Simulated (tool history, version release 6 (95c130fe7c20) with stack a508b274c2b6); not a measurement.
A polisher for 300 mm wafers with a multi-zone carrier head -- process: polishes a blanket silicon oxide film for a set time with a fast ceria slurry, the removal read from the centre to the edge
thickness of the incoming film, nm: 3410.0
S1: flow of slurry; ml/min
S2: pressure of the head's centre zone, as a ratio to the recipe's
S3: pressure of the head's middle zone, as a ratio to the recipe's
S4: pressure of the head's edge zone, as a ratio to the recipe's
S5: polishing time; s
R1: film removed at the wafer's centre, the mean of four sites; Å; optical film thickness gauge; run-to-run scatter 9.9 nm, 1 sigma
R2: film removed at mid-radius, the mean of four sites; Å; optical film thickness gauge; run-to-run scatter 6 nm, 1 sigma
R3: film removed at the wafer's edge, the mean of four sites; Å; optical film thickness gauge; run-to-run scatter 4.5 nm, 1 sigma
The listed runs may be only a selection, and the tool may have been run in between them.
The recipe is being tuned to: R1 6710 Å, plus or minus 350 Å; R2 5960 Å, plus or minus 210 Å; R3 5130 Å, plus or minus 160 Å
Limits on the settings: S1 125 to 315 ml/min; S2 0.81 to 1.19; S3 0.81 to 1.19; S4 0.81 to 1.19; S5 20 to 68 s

{"run": 1, "hour": 0.0, "S1": 205, "S2": 1, "S3": 1, "S4": 1, "S5": 44, "R1": 4527.6, "R2": 4518.2, "R3": 4487.6}
{"run": 2, "hour": 0.7, "S1": 205, "S2": 0.96, "S3": 1, "S4": 1, "S5": 44, "R1": 4374.8, "R2": 4476, "R3": 4497.7}
{"run": 3, "hour": 5.8, "S1": 205, "S2": 0.92, "S3": 1, "S4": 1, "S5": 44, "R1": 4279.9, "R2": 4617.9, "R3": 4480.8}
{"run": 4, "hour": 11.6, "S1": 205, "S2": 0.84, "S3": 1, "S4": 1, "S5": 44, "R1": 3912.6, "R2": 4505.6, "R3": 4391.8}
{"run": 5, "hour": 15.0, "S1": 205, "S2": 0.84, "S3": 0.92, "S4": 1, "S5": 44, "R1": 3965.3, "R2": 4266.5, "R3": 4451.7}
{"run": 6, "hour": 18.5, "S1": 180, "S2": 0.84, "S3": 0.92, "S4": 1, "S5": 44, "R1": 3816.4, "R2": 4129.8, "R3": 4341}
{"run": 7, "hour": 19.6, "S1": 215, "S2": 0.95, "S3": 0.97, "S4": 0.96, "S5": 45, "R1": 4517.2, "R2": 4509.2, "R3": 4465.4}
{"run": 8, "hour": 24.9, "S1": 240, "S2": 1.02, "S3": 1.02, "S4": 0.94, "S5": 47, "R1": 5149.8, "R2": 5104.3, "R3": 4711.4}
{"run": 9, "hour": 33.0, "S1": 285, "S2": 1.12, "S3": 1.07, "S4": 0.92, "S5": 50, "R1": 6174.4, "R2": 5664.6, "R3": 4972.7}
{"run": 10, "hour": 41.1, "S1": 290, "S2": 1.14, "S3": 1.08, "S4": 0.92, "S5": 50, "R1": 6293.1, "R2": 5692.1, "R3": 5009.8}

Which of these 4 next moves meets every target?
{"run": "A", "hour": 49.2, "S1": 305, "S2": 1.17, "S3": 1.08, "S4": 0.82, "S5": 49, "R1": "?", "R2": "?", "R3": "?"}
{"run": "B", "hour": 49.2, "S1": 240, "S2": 1.12, "S3": 1.01, "S4": 1.01, "S5": 53, "R1": "?", "R2": "?", "R3": "?"}
{"run": "C", "hour": 49.2, "S1": 300, "S2": 1.05, "S3": 1.18, "S4": 0.89, "S5": 49, "R1": "?", "R2": "?", "R3": "?"}
{"run": "D", "hour": 49.2, "S1": 205, "S2": 1.14, "S3": 1.05, "S4": 0.81, "S5": 56, "R1": "?", "R2": "?", "R3": "?"}

move=A R1=6322.2 R2=5486 R3=4693.1
move=B R1=6358.3 R2=5509.1 R3=5476
move=C R1=5663 R2=5851.9 R3=4853.7
move=D R1=6687.2 R2=5866.8 R3=5155.8
A: the biggest miss grows against the last run
B: the biggest miss grows against the last run
C: brings the result that was furthest off to its target, and leaves another outside
D: hits every target within its allowed miss
Go with D: it meets all targets.
